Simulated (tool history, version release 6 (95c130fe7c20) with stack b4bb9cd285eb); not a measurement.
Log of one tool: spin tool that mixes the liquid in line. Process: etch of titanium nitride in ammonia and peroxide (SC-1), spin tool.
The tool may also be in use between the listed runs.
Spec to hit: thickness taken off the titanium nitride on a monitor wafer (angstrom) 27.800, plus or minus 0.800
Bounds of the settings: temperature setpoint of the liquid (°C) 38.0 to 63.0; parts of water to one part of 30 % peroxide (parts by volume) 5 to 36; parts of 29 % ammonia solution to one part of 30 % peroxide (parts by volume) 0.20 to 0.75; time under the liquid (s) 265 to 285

run	hour	temperature setpoint of the liquid (°C)	parts of water to one part of 30 % peroxide (parts by volume)	parts of 29 % ammonia solution to one part of 30 % peroxide (parts by volume)	time under the liquid (s)	thickness taken off the titanium nitride on a monitor wafer (angstrom)
1	0.0	47.0	20	0.45	265	51.502
2	3.9	53.5	20	0.45	265	79.663
3	7.7	53.5	24	0.45	265	73.625
4	15.5	53.5	24	0.45	265	73.057
5	21.4	53.5	18	0.45	265	85.259
6	27.7	53.5	18	0.35	265	81.355
7	32.7	51.5	18	0.35	265	71.581
8	40.3	49.5	18	0.35	265	61.988
9	47.4	48.0	18	0.35	265	56.345
10	52.2	48.0	18	0.35	265	56.038
# hour 60.9: ammonia flow meter replaced
11	60.9	46.5	18	0.35	265	50.603
12	68.7	45.5	18	0.35	265	46.639
13	73.4	44.5	18	0.35	265	43.155

Which of these 4 next moves meets every target?
A	78.1	38.5	20	0.30	265	?
B	78.1	47.0	16	0.30	285	?
C	78.1	38.5	21	0.35	265	?
D	78.1	40.0	20	0.25	265	?

move	thickness taken off the titanium nitride on a monitor wafer (angstrom)
A	25.498
B	57.745
C	25.548
D	27.533
A: moves the result that the last run missed by most past its target, out the other side
B: its largest miss is bigger than the last run's
C: moves the result that the last run missed by most past its target, out the other side
D: every result within its allowed miss
Go with D: it meets all targets.
